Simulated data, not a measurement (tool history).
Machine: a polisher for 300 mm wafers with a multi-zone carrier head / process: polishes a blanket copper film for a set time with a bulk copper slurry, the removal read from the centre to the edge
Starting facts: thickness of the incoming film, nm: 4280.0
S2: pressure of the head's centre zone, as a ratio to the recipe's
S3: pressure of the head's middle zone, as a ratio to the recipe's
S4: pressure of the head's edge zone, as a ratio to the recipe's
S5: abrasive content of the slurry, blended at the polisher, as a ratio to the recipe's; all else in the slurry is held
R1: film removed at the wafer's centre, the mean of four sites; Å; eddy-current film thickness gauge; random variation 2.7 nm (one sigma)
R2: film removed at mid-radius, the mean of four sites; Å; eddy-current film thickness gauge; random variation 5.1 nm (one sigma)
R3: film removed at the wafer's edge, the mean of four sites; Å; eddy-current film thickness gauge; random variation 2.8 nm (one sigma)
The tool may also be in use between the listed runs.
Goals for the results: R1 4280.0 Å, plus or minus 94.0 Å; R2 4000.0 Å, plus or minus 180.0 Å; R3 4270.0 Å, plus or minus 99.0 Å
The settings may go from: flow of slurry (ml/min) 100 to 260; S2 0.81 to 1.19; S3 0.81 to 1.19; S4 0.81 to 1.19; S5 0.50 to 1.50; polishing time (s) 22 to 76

Run 1, hour 0.0: flow of slurry (ml/min) 165, S2 1.00, S3 1.00, S4 1.00, S5 1.00, polishing time (s) 49. Result: R1 3831.2 Å, R2 3980.5 Å, R3 3917.8 Å.
Run 2, hour 1.6: flow of slurry (ml/min) 175, S2 1.00, S3 0.99, S4 1.01, S5 1.00, polishing time (s) 49. Result: R1 3822.9 Å, R2 3960.0 Å, R3 3956.4 Å.
Run 3, hour 3.5: flow of slurry (ml/min) 185, S2 1.01, S3 0.98, S4 1.02, S5 1.00, polishing time (s) 49. Result: R1 3882.6 Å, R2 3926.7 Å, R3 4060.7 Å.
Run 4, hour 4.8: flow of slurry (ml/min) 195, S2 1.02, S3 0.98, S4 1.02, S5 1.00, polishing time (s) 49. Result: R1 3986.3 Å, R2 3902.7 Å, R3 4029.3 Å.
Run 5, hour 7.5: flow of slurry (ml/min) 195, S2 1.02, S3 0.98, S4 1.02, S5 0.85, polishing time (s) 49. Result: R1 3878.8 Å, R2 3787.2 Å, R3 3921.2 Å.
Run 6, hour 15.2: flow of slurry (ml/min) 195, S2 1.02, S3 1.04, S4 1.02, S5 0.85, polishing time (s) 49. Result: R1 3894.8 Å, R2 3976.1 Å, R3 3929.5 Å.
Run 7, hour 16.8: flow of slurry (ml/min) 200, S2 1.03, S3 1.04, S4 1.03, S5 0.85, polishing time (s) 49. Result: R1 3967.3 Å, R2 4110.9 Å, R3 3895.4 Å.
Run 8, hour 24.2: flow of slurry (ml/min) 205, S2 1.03, S3 1.03, S4 1.04, S5 0.85, polishing time (s) 49. Result: R1 3967.1 Å, R2 4002.3 Å, R3 3948.9 Å.
Run 9, hour 26.7: flow of slurry (ml/min) 210, S2 1.03, S3 1.02, S4 1.05, S5 0.85, polishing time (s) 49. Result: R1 3972.6 Å, R2 4007.1 Å, R3 3977.5 Å.
Run 10, hour 31.8: flow of slurry (ml/min) 215, S2 1.04, S3 1.01, S4 1.06, S5 0.85, polishing time (s) 49. Result: R1 3982.3 Å, R2 4023.4 Å, R3 4032.8 Å.
Run 11, hour 40.0: flow of slurry (ml/min) 220, S2 1.05, S3 1.00, S4 1.06, S5 0.85, polishing time (s) 49. Result: R1 4060.2 Å, R2 3989.5 Å, R3 3981.2 Å.
Run 12, hour 45.2: flow of slurry (ml/min) 225, S2 1.05, S3 0.99, S4 1.07, S5 0.85, polishing time (s) 49. Result: R1 4026.0 Å, R2 4001.2 Å, R3 4010.0 Å.
Run 13, hour 46.2: flow of slurry (ml/min) 225, S2 1.06, S3 0.97, S4 1.08, S5 0.90, polishing time (s) 49. Result: R1 4148.4 Å, R2 3841.3 Å, R3 4071.6 Å.
Run 14, hour 47.3: flow of slurry (ml/min) 225, S2 1.06, S3 0.97, S4 1.08, S5 0.90, polishing time (s) 49. Result: R1 4126.2 Å, R2 3798.8 Å, R3 4097.0 Å.
Run 15, hour 54.3: flow of slurry (ml/min) 230, S2 1.06, S3 0.97, S4 1.09, S5 0.90, polishing time (s) 49. Result: R1 4222.1 Å, R2 3990.8 Å, R3 4113.9 Å.
Run 16, hour 57.0: flow of slurry (ml/min) 230, S2 1.06, S3 0.96, S4 1.10, S5 0.90, polishing time (s) 49. Result: R1 4145.1 Å, R2 3933.8 Å, R3 4139.7 Å.

Next run, 5 choices. One meets every target within its allowed miss, the rest don't. Which?
Run A, hour 59.7: flow of slurry (ml/min) 220, S2 1.09, S3 0.94, S4 1.08, S5 0.90, polishing time (s) 49. Result: R1 ?, R2 ?, R3 ?.
Run B, hour 59.7: flow of slurry (ml/min) 250, S2 0.99, S3 1.01, S4 0.93, S5 0.80, polishing time (s) 52. Result: R1 ?, R2 ?, R3 ?.
Run C, hour 59.7: flow of slurry (ml/min) 245, S2 1.04, S3 0.93, S4 1.06, S5 0.90, polishing time (s) 51. Result: R1 ?, R2 ?, R3 ?.
Run D, hour 59.7: flow of slurry (ml/min) 175, S2 1.12, S3 0.98, S4 1.06, S5 0.85, polishing time (s) 50. Result: R1 ?, R2 ?, R3 ?.
Run E, hour 59.7: flow of slurry (ml/min) 210, S2 0.97, S3 0.94, S4 1.15, S5 1.15, polishing time (s) 49. Result: R1 ?, R2 ?, R3 ?.

move      R1      R2      R3
   A  4260.7  3866.0  4078.9
   B  4112.5  4342.7  4040.0
   C  4295.3  4037.4  4251.0
   D  4285.3  3934.4  4005.3
   E  3942.0  4006.9  4346.6
A: puts the biggest miss on target and leaves a different result outside tolerance
B: lands further from the targets than the last run did
C: hits every target within its allowed miss
D: puts the biggest miss on target and leaves a different result outside tolerance
E: lands further from the targets than the last run did
Move C is the one to make.

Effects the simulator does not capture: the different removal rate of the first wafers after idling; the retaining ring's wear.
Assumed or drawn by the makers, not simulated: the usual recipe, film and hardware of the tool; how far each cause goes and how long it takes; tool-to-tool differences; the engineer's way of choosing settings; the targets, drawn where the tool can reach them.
